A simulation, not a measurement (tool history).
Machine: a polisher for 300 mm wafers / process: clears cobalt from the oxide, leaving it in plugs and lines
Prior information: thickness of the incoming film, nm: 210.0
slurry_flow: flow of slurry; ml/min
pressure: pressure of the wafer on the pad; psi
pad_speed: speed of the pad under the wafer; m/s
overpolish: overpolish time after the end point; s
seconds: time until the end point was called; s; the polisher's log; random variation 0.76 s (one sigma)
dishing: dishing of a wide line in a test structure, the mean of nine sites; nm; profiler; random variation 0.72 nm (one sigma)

| run | hour | slurry_flow | pressure | pad_speed | overpolish | seconds | dishing |
|---|---|---|---|---|---|---|---|
| 1 | 0.0 | 155 | 1.8 | 0.84 | 27 | 72.189 | 43.213 |
| 2 | 6.2 | 155 | 2.2 | 0.84 | 27 | 59.068 | 45.603 |
| 3 | 15.2 | 155 | 2.2 | 0.70 | 27 | 68.121 | 43.519 |
| 4 | 16.8 | 150 | 2.1 | 0.70 | 28 | 71.020 | 43.466 |
| 5 | 23.7 | 125 | 2.1 | 0.70 | 28 | 74.141 | 43.264 |
| 6 | 25.8 | 125 | 2.1 | 0.70 | 38 | 75.094 | 48.593 |
| 7 | 27.3 | 125 | 2.0 | 0.70 | 38 | 77.597 | 45.784 |

Run 8, settings as shown, results not yet in. Your forecast:
| 8 | 34.6 | 125 | 1.9 | 0.70 | 39 | ? | ? |

seconds: 82.148 s
dishing: 46.642 nm
